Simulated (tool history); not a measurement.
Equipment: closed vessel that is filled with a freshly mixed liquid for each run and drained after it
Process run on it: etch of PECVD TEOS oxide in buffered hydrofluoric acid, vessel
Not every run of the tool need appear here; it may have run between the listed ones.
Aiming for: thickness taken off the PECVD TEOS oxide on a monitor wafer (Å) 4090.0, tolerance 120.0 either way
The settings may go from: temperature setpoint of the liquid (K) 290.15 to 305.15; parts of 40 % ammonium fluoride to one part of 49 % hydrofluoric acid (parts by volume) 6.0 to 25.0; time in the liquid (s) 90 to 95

run  hour  temperature setpoint of the liquid (K)  parts of 40 % ammonium fluoride to one part of 49 % hydrofluoric acid (parts by volume)  time in the liquid (s)  thickness taken off the PECVD TEOS oxide on a monitor wafer (Å)
  1   0.0                                  297.15                                                                                     15.5                      90                                                           1283.5
  2   7.0                                  297.15                                                                                     13.0                      90                                                           1545.8
  3  16.0                                  299.15                                                                                     11.0                      90                                                           2042.6
  4  24.8                                  299.15                                                                                     13.0                      90                                                           1720.0
  5  31.7                                  300.65                                                                                     11.0                      90                                                           2156.2
  6  33.8                                  300.65                                                                                     11.0                      90                                                           2195.7
  7  35.1                                  300.65                                                                                     11.0                      90                                                           2218.0
  8  36.9                                  300.65                                                                                     11.0                      90                                                           2189.5
  9  45.8                                  301.65                                                                                      9.5                      90                                                           2672.0
     53.7  -- thermometer replaced
 10  53.7                                  301.65                                                                                      9.5                      90                                                           2983.6
 11  60.3                                  302.65                                                                                      9.5                      90                                                           3184.8

Pick the move, out of 4, that brings all results within their allowed miss; only one does.
  A  66.9                                  303.15                                                                                      8.5                      95                                                                ?
  B  66.9                                  303.65                                                                                      8.0                      95                                                                ?
  C  66.9                                  303.15                                                                                      7.0                      90                                                                ?
  D  66.9                                  303.65                                                                                      7.0                      95                                                                ?

move  thickness taken off the PECVD TEOS oxide on a monitor wafer (Å)
   A                                                           3791.2
   B                                                           4155.5
   C                                                           4429.5
   D                                                           4799.3
A: nearer than the last run, and not there yet
B: meets every target
C: takes the biggest miss from the last run beyond its target
D: takes the biggest miss from the last run beyond its target
B meets every target.
